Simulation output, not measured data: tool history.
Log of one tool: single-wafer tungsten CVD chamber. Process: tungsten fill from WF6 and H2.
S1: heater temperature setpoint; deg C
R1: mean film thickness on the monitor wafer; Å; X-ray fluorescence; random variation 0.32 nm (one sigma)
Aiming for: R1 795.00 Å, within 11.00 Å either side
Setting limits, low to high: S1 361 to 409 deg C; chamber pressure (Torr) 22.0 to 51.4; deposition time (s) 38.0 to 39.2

Run 1, hour 0.0: S1 385 deg C, chamber pressure (Torr) 36.7, deposition time (s) 38.0. Result: R1 904.37 Å.
Run 2, hour 1.8: S1 383 deg C, chamber pressure (Torr) 36.7, deposition time (s) 38.0. Result: R1 860.17 Å.
Run 3, hour 8.9: S1 382 deg C, chamber pressure (Torr) 36.7, deposition time (s) 38.0. Result: R1 844.59 Å.
Run 4, hour 11.1: S1 393 deg C, chamber pressure (Torr) 36.7, deposition time (s) 38.0. Result: R1 1073.70 Å.
Run 5, hour 17.4: S1 393 deg C, chamber pressure (Torr) 36.7, deposition time (s) 39.2. Result: R1 1117.50 Å.
Run 6, hour 24.6: S1 385 deg C, chamber pressure (Torr) 36.7, deposition time (s) 39.2. Result: R1 935.74 Å.
Run 7, hour 32.6: S1 383 deg C, chamber pressure (Torr) 36.7, deposition time (s) 39.2. Result: R1 898.36 Å.
Run 8, hour 37.8: S1 381 deg C, chamber pressure (Torr) 36.7, deposition time (s) 39.2. Result: R1 854.03 Å.

Exercise: of the 4 proposed moves below, exactly one satisfies all targets within the stated allowed misses. Which move is it?
Run A, hour 43.0: S1 383 deg C, chamber pressure (Torr) 46.3, deposition time (s) 38.8. Result: R1 ?.
Run B, hour 43.0: S1 374 deg C, chamber pressure (Torr) 43.2, deposition time (s) 39.2. Result: R1 ?.
Run C, hour 43.0: S1 380 deg C, chamber pressure (Torr) 30.0, deposition time (s) 39.2. Result: R1 ?.
Run D, hour 43.0: S1 388 deg C, chamber pressure (Torr) 26.6, deposition time (s) 38.4. Result: R1 ?.

move      R1
   A  955.92
   B  769.26
   C  798.41
   D  907.15
A: moves away from the targets compared with the last run
B: carries the result that was furthest off beyond its target, to the other side
C: all results land within tolerance of their targets
D: moves away from the targets compared with the last run
So the answer is move C, the one that meets all the targets.
